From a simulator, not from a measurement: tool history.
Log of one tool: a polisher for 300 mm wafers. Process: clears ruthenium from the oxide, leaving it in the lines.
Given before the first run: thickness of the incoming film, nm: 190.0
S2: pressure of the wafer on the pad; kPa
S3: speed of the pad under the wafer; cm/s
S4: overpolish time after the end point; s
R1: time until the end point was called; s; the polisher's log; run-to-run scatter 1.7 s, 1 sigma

{"run": 1, "day": 0.0, "flow of slurry (ml/min)": 300, "S2": 14.5, "S3": 124, "S4": 27, "R1": 114.12}
{"run": 2, "day": 0.275, "flow of slurry (ml/min)": 300, "S2": 15.2, "S3": 126, "S4": 27, "R1": 107.25}
{"run": 3, "day": 0.492, "flow of slurry (ml/min)": 350, "S2": 15.2, "S3": 126, "S4": 27, "R1": 106.13}
{"run": 4, "day": 0.867, "flow of slurry (ml/min)": 350, "S2": 15.2, "S3": 126, "S4": 27, "R1": 107.9}
{"run": 5, "day": 0.912, "flow of slurry (ml/min)": 350, "S2": 15.2, "S3": 126, "S4": 29, "R1": 106.66}
{"run": 6, "day": 1.029, "flow of slurry (ml/min)": 350, "S2": 15.2, "S3": 126, "S4": 29, "R1": 107.02}
{"run": 7, "day": 1.158, "flow of slurry (ml/min)": 350, "S2": 15.9, "S3": 128, "S4": 29, "R1": 104.24}

Run 8 is up next; what results do you expect?
{"run": 8, "day": 1.475, "flow of slurry (ml/min)": 350, "S2": 16.5, "S3": 130, "S4": 29, "R1": "?"}

R1: 97.686 s
